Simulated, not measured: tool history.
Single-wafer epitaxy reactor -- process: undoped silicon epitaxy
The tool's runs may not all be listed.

run,day,wafer temperature setpoint (pyrometer-controlled) (deg C),deposition time (s),mean film thickness on the monitor wafer (nm)
1,0,670,389,100.66
2,0.346,672,390,105.9
3,0.558,672,350,94.735
4,0.654,675,351,100.18
5,0.683,675,302,86.334
6,0.762,679,303,94.015
7,0.908,682,304,98.665

Run 8, settings as shown, results not yet in. Your forecast:
8,1.138,685,305,?

Run 8 measured mean film thickness on the monitor wafer (nm) 105.31.
